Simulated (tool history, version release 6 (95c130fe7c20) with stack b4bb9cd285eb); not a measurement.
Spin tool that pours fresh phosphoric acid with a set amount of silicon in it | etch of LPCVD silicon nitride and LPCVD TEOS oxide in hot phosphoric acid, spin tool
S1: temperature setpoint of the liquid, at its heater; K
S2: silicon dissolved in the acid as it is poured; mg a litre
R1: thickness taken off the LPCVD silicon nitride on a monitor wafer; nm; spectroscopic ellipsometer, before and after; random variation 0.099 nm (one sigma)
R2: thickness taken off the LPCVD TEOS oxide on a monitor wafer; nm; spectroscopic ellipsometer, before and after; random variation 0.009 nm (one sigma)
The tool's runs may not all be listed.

run 1 hour=0 | S1=437.15 S2=17.5 time_under_the_liquid_(s)=180 | R1=24.33 R2=0.6521
run 2 hour=1.2 | S1=436.15 S2=20.5 time_under_the_liquid_(s)=155 | R1=20.291 R2=0.45807
run 3 hour=7.6 | S1=437.15 S2=20.5 time_under_the_liquid_(s)=155 | R1=21.194 R2=0.48506
run 4 hour=9.2 | S1=436.15 S2=20.5 time_under_the_liquid_(s)=155 | R1=20.492 R2=0.44271
run 5 hour=16 | S1=436.15 S2=26 time_under_the_liquid_(s)=155 | R1=20.285 R2=0.37736
run 6 hour=24.6 | S1=436.15 S2=33 time_under_the_liquid_(s)=155 | R1=20.336 R2=0.28944
run 7 hour=29.8 | S1=435.65 S2=30.5 time_under_the_liquid_(s)=135 | R1=17.598 R2=0.2787
run 8 hour=31 | S1=433.15 S2=26 time_under_the_liquid_(s)=85 | R1=10.151 R2=0.16851
run 9 hour=37.6 | S1=433.65 S2=26 time_under_the_liquid_(s)=85 | R1=10.435 R2=0.17398
run 10 hour=45.2 | S1=434.15 S2=26 time_under_the_liquid_(s)=85 | R1=10.609 R2=0.17375

The next listed run, before its measurement:
run 11 hour=51.1 | S1=434.65 S2=25.5 time_under_the_liquid_(s)=85 | R1=? R2=?

Run 11 gave R1 10.803 nm, R2 0.17321 nm.

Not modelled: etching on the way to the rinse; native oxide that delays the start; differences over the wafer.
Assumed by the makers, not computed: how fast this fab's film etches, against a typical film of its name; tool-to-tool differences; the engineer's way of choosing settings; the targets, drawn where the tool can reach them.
